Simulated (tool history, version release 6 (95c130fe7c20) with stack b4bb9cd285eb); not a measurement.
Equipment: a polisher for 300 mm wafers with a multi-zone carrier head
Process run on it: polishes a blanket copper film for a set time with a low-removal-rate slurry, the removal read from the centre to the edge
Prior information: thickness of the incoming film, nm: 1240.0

| run | hour | flow of slurry (ml/min) | pressure of the head's centre zone | pressure of the head's middle zone | pressure of the head's edge zone | abrasive content of the slurry | polishing time (s) | film removed at the wafer's centre (angstrom) | film removed at mid-radius (angstrom) | film removed at the wafer's edge (angstrom) |
|---|---|---|---|---|---|---|---|---|---|---|
| 1 | 0 | 180 | 1 | 1 | 1 | 1 | 90 | 3510.8 | 3517.6 | 3580.2 |
| 2 | 3.1 | 180 | 1.04 | 1 | 1 | 1 | 90 | 3603 | 3512.7 | 3537.1 |
| 3 | 6 | 175 | 1.03 | 0.98 | 0.99 | 0.9 | 84 | 3300.6 | 3043.8 | 3136.1 |
| 4 | 11.1 | 175 | 1.03 | 0.98 | 1.07 | 0.9 | 84 | 3204.5 | 3115.8 | 3332.9 |
| 5 | 19.8 | 200 | 1.03 | 0.98 | 1.07 | 0.9 | 84 | 3350.8 | 3188.1 | 3396 |
| 6 | 20.8 | 200 | 0.95 | 0.98 | 1.07 | 0.9 | 84 | 3082.3 | 3215.5 | 3392.7 |
| 7 | 25.9 | 190 | 0.94 | 0.96 | 1.05 | 0.85 | 81 | 2918.2 | 2931.6 | 3140.5 |
| 8 | 30.3 | 140 | 0.84 | 0.86 | 0.95 | 0.6 | 60 | 1681 | 1786.5 | 2058.4 |
| 9 | 33.9 | 145 | 0.86 | 0.85 | 0.94 | 0.6 | 60 | 1764.4 | 1783.5 | 2063.6 |
| 10 | 42.1 | 145 | 0.86 | 0.85 | 0.94 | 0.6 | 60 | 1766 | 1753.4 | 2041.1 |

Forecast run 11:
| 11 | 43.7 | 150 | 0.87 | 0.85 | 0.93 | 0.6 | 60 | ? | ? | ? |

Logged for run 11: film removed at the wafer's centre (angstrom) 1786.4, film removed at mid-radius (angstrom) 1762.4, film removed at the wafer's edge (angstrom) 2025.7.
